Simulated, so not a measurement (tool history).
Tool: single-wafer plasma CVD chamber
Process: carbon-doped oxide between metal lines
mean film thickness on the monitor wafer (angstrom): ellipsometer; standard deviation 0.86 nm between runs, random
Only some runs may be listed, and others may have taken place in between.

run  hour  heater temperature setpoint (°C)  chamber pressure (Pa)  RF power (kW)  deposition time (s)  mean film thickness on the monitor wafer (angstrom)
  1   0.0                               335                    531          0.540                 37.9                                               2047.8
  2   2.7                               338                    515          0.535                 37.9                                               2006.8
  3   9.5                               338                    515          0.535                 37.9                                               2020.3
  4  10.9                               338                    552          0.535                 37.9                                               2023.2
  5  15.4                               341                    541          0.530                 37.9                                               2021.4
  6  16.9                               349                    541          0.530                 37.9                                               1955.4
  7  24.5                               350                    533          0.530                 37.9                                               1936.3

Run 8 has not been measured yet. What should we expect?
  8  30.0                               351                    529          0.530                 37.9                                                    ?

mean film thickness on the monitor wafer (angstrom): 1944.9

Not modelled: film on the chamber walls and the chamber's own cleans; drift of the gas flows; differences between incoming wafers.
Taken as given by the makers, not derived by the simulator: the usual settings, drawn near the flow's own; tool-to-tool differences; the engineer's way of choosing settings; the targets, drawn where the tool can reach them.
